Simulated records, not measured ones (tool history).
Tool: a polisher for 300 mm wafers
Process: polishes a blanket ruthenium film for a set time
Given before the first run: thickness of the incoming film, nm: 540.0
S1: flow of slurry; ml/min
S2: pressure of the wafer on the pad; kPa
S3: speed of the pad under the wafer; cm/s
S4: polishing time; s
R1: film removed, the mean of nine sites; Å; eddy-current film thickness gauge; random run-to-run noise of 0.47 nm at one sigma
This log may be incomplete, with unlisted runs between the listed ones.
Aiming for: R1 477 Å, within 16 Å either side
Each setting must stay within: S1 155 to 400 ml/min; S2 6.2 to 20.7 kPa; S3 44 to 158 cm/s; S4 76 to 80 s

Run 1, day 0: S1 255 ml/min, S2 13.1 kPa, S3 100 cm/s, S4 76 s. Result: R1 926.65 Å.
Run 2, day 0.062: S1 255 ml/min, S2 11.7 kPa, S3 96 cm/s, S4 76 s. Result: R1 832.21 Å.
Run 3, day 0.396: S1 255 ml/min, S2 10.3 kPa, S3 90 cm/s, S4 76 s. Result: R1 723.85 Å.
Run 4, day 0.725: S1 255 ml/min, S2 9.7 kPa, S3 86 cm/s, S4 76 s. Result: R1 675.7 Å.
Run 5, day 0.892: S1 255 ml/min, S2 9.7 kPa, S3 86 cm/s, S4 76 s. Result: R1 662.87 Å.
Run 6, day 1.208: S1 255 ml/min, S2 9.7 kPa, S3 86 cm/s, S4 80 s. Result: R1 704.07 Å.
Run 7, day 1.229: S1 255 ml/min, S2 9 kPa, S3 82 cm/s, S4 80 s. Result: R1 644.63 Å.
Run 8, day 1.496: S1 255 ml/min, S2 8.3 kPa, S3 80 cm/s, S4 80 s. Result: R1 598.72 Å.
Run 9, day 1.858: S1 255 ml/min, S2 7.6 kPa, S3 78 cm/s, S4 80 s. Result: R1 556.02 Å.
Run 10, day 1.933: S1 255 ml/min, S2 7.6 kPa, S3 76 cm/s, S4 80 s. Result: R1 539.65 Å.
Run 11, day 2.233: S1 255 ml/min, S2 6.9 kPa, S3 74 cm/s, S4 80 s. Result: R1 509.62 Å.

5 candidate next runs follow, results not yet known. Just one meets every target within its allowed miss. Identify it.
Run A, day 2.533: S1 250 ml/min, S2 7.6 kPa, S3 80 cm/s, S4 78 s. Result: R1 ?.
Run B, day 2.533: S1 250 ml/min, S2 7.6 kPa, S3 82 cm/s, S4 80 s. Result: R1 ?.
Run C, day 2.533: S1 255 ml/min, S2 8.3 kPa, S3 72 cm/s, S4 78 s. Result: R1 ?.
Run D, day 2.533: S1 235 ml/min, S2 8.3 kPa, S3 76 cm/s, S4 76 s. Result: R1 ?.
Run E, day 2.533: S1 250 ml/min, S2 9 kPa, S3 58 cm/s, S4 80 s. Result: R1 ?.

move      R1
   A  559.28
   B   585.9
   C  539.24
   D  545.48
   E  484.49
A: moves away from the targets compared with the last run
B: moves away from the targets compared with the last run
C: moves away from the targets compared with the last run
D: moves away from the targets compared with the last run
E: all results in spec
Correct choice: E, which meets every target
